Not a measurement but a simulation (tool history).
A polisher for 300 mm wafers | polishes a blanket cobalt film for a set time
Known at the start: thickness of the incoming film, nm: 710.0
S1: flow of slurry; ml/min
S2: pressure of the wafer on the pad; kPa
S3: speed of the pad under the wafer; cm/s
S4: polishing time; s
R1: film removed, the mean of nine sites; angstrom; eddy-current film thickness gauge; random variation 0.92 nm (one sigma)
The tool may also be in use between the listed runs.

run  hour   S1    S2   S3  S4      R1
  1     0  135  15.2   86  33  1701.1
  2   6.7  135  13.8   84  33  1533.7
  3  10.6  135  13.8   84  33  1515.8
  4  16.6  135  13.8   68  33    1263
  5  22.3  135  13.8   82  33  1514.3
  6  29.1  135  13.8  100  33  1779.7
  7  31.1  120   9.7   76  32   949.7

Run 8 comes next. What will it give?
  8  38.5  115  9.7  76  32   ?

{"run 8": {"R1": 923.53}}

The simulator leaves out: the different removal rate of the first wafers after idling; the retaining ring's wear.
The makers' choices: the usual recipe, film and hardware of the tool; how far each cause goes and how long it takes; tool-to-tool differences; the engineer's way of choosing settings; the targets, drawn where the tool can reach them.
